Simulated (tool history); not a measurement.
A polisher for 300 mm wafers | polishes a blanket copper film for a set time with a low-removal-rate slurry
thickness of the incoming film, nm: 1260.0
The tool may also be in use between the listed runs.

run	hour	flow of slurry (ml/min)	pressure of the wafer on the pad (kPa)	speed of the pad under the wafer (cm/s)	abrasive content of the slurry	polishing time (s)	film removed (angstrom)
1	0	260	15.9	124	1	20	555.89
2	4.2	260	15.9	124	0.9	20	531.5
3	6.2	260	15.9	142	0.9	20	633.54
4	7.3	260	15.9	158	0.9	20	684.96
5	14.3	260	15.2	158	0.9	20	664.23
6	18.9	260	15.2	158	0.7	20	624.55

Run 7 has not been measured yet. What should we expect?
7	25.7	260	14.5	158	0.7	20	?

film removed (angstrom): 593.85
